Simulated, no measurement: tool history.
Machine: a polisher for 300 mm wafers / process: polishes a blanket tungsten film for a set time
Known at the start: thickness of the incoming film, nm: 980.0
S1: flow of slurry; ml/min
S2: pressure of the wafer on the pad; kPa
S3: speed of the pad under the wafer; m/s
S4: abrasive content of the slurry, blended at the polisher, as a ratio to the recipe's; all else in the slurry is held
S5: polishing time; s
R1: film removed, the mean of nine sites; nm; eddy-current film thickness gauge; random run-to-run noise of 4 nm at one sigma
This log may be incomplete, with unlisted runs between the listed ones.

run,hour,S1,S2,S3,S4,S5,R1
1,0,160,31,1.34,1,61,413.74
2,1.9,160,29.6,1.34,1,61,407.86
3,5.1,160,24.8,1.34,1,61,338
4,7.9,160,24.8,1.34,1.1,61,340.17
5,11.8,160,24.1,1.34,1.1,61,340.62
6,19.2,160,17.9,1.34,1.1,61,255.08

What will run 7 give?
7,26.3,160,18.6,1.34,1.1,61,?

R1: 258.13 nm
